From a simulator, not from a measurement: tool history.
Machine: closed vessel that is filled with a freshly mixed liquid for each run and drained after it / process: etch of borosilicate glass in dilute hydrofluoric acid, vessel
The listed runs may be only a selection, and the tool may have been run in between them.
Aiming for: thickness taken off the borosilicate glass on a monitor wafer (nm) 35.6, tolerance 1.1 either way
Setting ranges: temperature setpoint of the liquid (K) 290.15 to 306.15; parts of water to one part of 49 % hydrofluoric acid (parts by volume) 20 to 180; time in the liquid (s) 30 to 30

| run | hour | temperature setpoint of the liquid (K) | parts of water to one part of 49 % hydrofluoric acid (parts by volume) | time in the liquid (s) | thickness taken off the borosilicate glass on a monitor wafer (nm) |
|---|---|---|---|---|---|
| 1 | 0 | 298.15 | 100 | 30 | 9.2475 |
| 2 | 2.2 | 301.15 | 100 | 30 | 10.299 |
| 3 | 3.2 | 302.65 | 80 | 30 | 14.066 |
| 4 | 12 | 303.65 | 65 | 30 | 18.389 |
| 5 | 17.7 | 300.65 | 65 | 30 | 16.5 |
| 6 | 19 | 302.15 | 55 | 30 | 21.09 |
| 7 | 21.9 | 302.15 | 55 | 30 | 20.884 |
| 8 | 22.9 | 303.15 | 50 | 30 | 23.739 |
| 9 | 27 | 303.65 | 45 | 30 | 27.548 |
| 10 | 29.1 | 304.15 | 45 | 30 | 27.761 |
| 11 | 30.2 | 304.15 | 45 | 30 | 28.154 |
| 12 | 36.4 | 304.65 | 45 | 30 | 28.36 |
| 13 | 42.1 | 304.65 | 45 | 30 | 28.703 |
| 14 | 51.2 | 306.15 | 30 | 30 | 46.803 |
| 15 | 58.8 | 306.15 | 30 | 30 | 46.639 |
|  | 62 | thermometer replaced |
| 16 | 62 | 302.15 | 35 | 30 | 32.19 |
| 17 | 63.6 | 302.65 | 35 | 30 | 32.706 |
| 18 | 72.7 | 303.15 | 35 | 30 | 33.577 |
| 19 | 80 | 303.65 | 35 | 30 | 33.722 |

4 next moves are on the table. One of them brings every result within its allowed miss. Which?
| A | 87.3 | 302.65 | 30 | 30 | ? |
| B | 87.3 | 301.65 | 30 | 30 | ? |
| C | 87.3 | 304.65 | 35 | 30 | ? |
| D | 87.3 | 302.15 | 30 | 30 | ? |

| move | thickness taken off the borosilicate glass on a monitor wafer (nm) |
|---|---|
| A | 38.468 |
| B | 36.947 |
| C | 35.418 |
| D | 37.701 |
A: takes the result that was furthest off past its target
B: takes the result that was furthest off past its target
C: each result inside its tolerance
D: takes the result that was furthest off past its target
Go with C: it meets all targets.

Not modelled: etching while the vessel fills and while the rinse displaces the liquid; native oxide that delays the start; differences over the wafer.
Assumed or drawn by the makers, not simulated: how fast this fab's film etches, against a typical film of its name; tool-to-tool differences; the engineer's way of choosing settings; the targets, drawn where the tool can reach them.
